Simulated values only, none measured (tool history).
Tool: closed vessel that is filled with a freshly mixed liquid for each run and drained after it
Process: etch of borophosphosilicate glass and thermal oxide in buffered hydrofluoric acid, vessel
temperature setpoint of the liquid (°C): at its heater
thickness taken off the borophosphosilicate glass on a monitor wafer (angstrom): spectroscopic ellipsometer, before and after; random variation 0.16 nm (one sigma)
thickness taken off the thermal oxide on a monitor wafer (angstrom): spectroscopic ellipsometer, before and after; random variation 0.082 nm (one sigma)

run    day  temperature setpoint of the liquid (°C)  parts of 40 % ammonium fluoride to one part of 49 % hydrofluoric acid (parts by volume)  time in the liquid (s)  thickness taken off the borophosphosilicate glass on a monitor wafer (angstrom)  thickness taken off the thermal oxide on a monitor wafer (angstrom)
  1      0                                       25                                                                                     15.5                      60                                                                           569.19                                                               457.47
  2  0.254                                       27                                                                                     15.5                      60                                                                           636.41                                                               508.08
  3  0.325                                       24                                                                                       17                      60                                                                           496.03                                                               394.65
  4  0.525                                       22                                                                                       18                      60                                                                           418.73                                                               336.75
  5  0.896                                       22                                                                                       18                      45                                                                           316.35                                                               251.02
  6    1.1                                       21                                                                                       18                      45                                                                            299.4                                                               238.94
  7  1.354                                     20.5                                                                                       18                      45                                                                           287.32                                                               231.61

Forecast run 8:
  8  1.6                                       20                                                                                       18                      45                                                                                ?                                                                    ?

thickness taken off the borophosphosilicate glass on a monitor wafer (angstrom): 279.75
thickness taken off the thermal oxide on a monitor wafer (angstrom): 225.17
